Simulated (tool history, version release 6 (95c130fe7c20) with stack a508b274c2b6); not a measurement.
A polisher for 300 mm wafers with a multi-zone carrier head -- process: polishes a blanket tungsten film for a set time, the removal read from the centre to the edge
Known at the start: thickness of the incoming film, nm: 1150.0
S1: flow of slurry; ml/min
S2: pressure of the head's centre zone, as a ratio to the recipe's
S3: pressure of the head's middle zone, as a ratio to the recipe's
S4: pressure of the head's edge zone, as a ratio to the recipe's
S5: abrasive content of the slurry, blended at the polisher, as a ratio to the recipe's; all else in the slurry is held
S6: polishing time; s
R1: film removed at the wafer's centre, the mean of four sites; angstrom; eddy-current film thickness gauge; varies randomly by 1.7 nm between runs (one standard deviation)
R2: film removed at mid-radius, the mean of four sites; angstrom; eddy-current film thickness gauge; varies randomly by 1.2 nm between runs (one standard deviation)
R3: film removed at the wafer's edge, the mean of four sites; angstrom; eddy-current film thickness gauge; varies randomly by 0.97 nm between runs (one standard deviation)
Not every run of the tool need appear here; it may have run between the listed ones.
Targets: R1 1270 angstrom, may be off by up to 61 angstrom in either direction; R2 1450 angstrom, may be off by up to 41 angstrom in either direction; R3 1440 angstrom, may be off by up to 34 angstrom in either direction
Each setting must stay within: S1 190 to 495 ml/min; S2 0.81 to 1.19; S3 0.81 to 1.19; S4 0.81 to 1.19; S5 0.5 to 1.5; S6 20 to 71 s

run,hour,S1,S2,S3,S4,S5,S6,R1,R2,R3
1,0,320,1,1,1,1,45,1328.6,1290.5,1275
2,8.4,325,0.98,1.02,1.03,1.05,45,1298.3,1351.2,1304.5
3,9,330,0.97,1.02,1.06,1.05,45,1319,1336.7,1334.5
4,10.3,330,0.97,1.02,1.12,1.05,45,1315.9,1348.7,1351.7
5,17.2,330,0.97,1.02,1.12,1.05,40,1182.7,1186.3,1203.2
6,22.8,280,0.97,1.02,1.12,1.05,40,1155.2,1171.8,1179.1
7,23.8,305,0.96,1.03,1.14,1.15,40,1195.6,1220.5,1247.1
8,30.5,320,0.95,1.05,1.15,1.2,40,1170.6,1256.2,1263.2
9,38.7,335,0.95,1.06,1.16,1.25,40,1180,1255.2,1286.2
10,47.2,330,0.93,1.16,1.18,1.5,43,1311,1509.4,1446
11,49.6,330,0.93,1.15,1.18,1.5,43,1319.7,1494,1459
12,57.1,330,0.92,1.14,1.18,1.5,43,1293.3,1479,1463.3

Exercise: of the 4 proposed moves below, exactly one satisfies all targets within the stated allowed misses. Which move is it?
A,64.6,330,0.98,1.14,1.09,1.5,44,?,?,?
B,64.6,310,0.91,1.1,1.18,1.5,43,?,?,?
C,64.6,340,0.92,1.19,1.15,1.25,44,?,?,?
D,64.6,340,0.86,1.19,1.18,1.5,43,?,?,?

move,R1,R2,R3
A,1385.3,1543.9,1418
B,1247.4,1464.9,1437.1
C,1247.4,1524.2,1396.2
D,1190.7,1557.8,1445.8
A: the biggest miss grows against the last run
B: all results land within tolerance of their targets
C: the biggest miss grows against the last run
D: the biggest miss grows against the last run
The move that meets every target is B.
